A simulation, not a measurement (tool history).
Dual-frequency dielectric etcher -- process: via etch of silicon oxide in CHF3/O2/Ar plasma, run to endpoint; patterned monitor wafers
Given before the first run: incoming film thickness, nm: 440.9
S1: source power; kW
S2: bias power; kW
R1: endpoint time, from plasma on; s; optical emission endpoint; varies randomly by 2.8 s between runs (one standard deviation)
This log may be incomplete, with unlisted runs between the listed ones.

Run 1, hour 0.0: S1 0.580 kW, S2 0.174 kW. Result: R1 227.88 s.
Run 2, hour 8.8: S1 0.620 kW, S2 0.174 kW. Result: R1 223.43 s.
Run 3, hour 10.4: S1 0.560 kW, S2 0.157 kW. Result: R1 243.41 s.
Run 4, hour 16.4: S1 0.650 kW, S2 0.157 kW. Result: R1 226.54 s.
Run 5, hour 17.1: S1 0.650 kW, S2 0.146 kW. Result: R1 233.41 s.
Run 6, hour 22.3: S1 0.580 kW, S2 0.136 kW. Result: R1 261.13 s.
Run 7, hour 26.5: S1 0.470 kW, S2 0.123 kW. Result: R1 292.57 s.

Run 8 is up next; what results do you expect?
Run 8, hour 35.0: S1 0.450 kW, S2 0.121 kW. Result: R1 ?.

R1: 305.48 s
